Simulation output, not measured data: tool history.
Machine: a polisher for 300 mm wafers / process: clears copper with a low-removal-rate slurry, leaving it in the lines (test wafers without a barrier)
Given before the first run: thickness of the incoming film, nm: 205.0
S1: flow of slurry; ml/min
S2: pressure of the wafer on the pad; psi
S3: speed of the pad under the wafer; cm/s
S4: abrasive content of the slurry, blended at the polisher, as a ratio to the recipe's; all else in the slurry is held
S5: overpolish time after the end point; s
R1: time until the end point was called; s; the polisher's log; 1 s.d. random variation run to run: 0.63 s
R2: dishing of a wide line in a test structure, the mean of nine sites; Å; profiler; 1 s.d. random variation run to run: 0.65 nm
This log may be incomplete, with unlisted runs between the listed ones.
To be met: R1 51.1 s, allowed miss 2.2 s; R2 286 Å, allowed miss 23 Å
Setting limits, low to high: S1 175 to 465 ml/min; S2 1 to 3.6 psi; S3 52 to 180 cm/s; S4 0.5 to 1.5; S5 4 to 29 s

run	day	S1	S2	S3	S4	S5	R1	R2
1	0	295	2.3	116	1	15	67.982	307.28
2	0.212	365	2.3	116	1	15	67.008	322.06
3	0.362	365	2.3	116	0.9	15	68.263	317.46
4	0.683	365	2.3	102	0.9	15	76.579	293.3
5	0.938	365	2.5	104	0.9	13	71.263	280.43
6	0.975	365	2.7	104	0.9	13	65.781	288.59
7	1.075	365	2.9	104	0.9	12	60.264	299.52
8	1.342	365	2.9	104	0.9	12	59.457	309.75
9	1.496	365	3	104	0.9	11	57.985	283.08
10	1.571	365	3.1	104	0.9	11	56.01	282.88

Next run, 5 choices. One meets every target within its allowed miss, the rest don't. Which?
A	1.646	325	2.9	112	0.95	11	?	?
B	1.646	175	2.8	124	1.5	13	?	?
C	1.646	355	2.9	134	0.65	10	?	?
D	1.646	370	3.3	118	1.05	7	?	?
E	1.646	320	3.1	102	1.05	11	?	?

move	R1	R2
A	56.145	287.35
B	51.106	361.03
C	51.194	286.58
D	45.453	231.99
E	56.318	287.4
A: about as far from the targets as the last run
B: puts the biggest miss on target and leaves a different result outside tolerance
C: all results land within tolerance of their targets
D: takes the result that was furthest off past its target
E: its largest miss is bigger than the last run's
C is the move that brings every result within its allowed miss.

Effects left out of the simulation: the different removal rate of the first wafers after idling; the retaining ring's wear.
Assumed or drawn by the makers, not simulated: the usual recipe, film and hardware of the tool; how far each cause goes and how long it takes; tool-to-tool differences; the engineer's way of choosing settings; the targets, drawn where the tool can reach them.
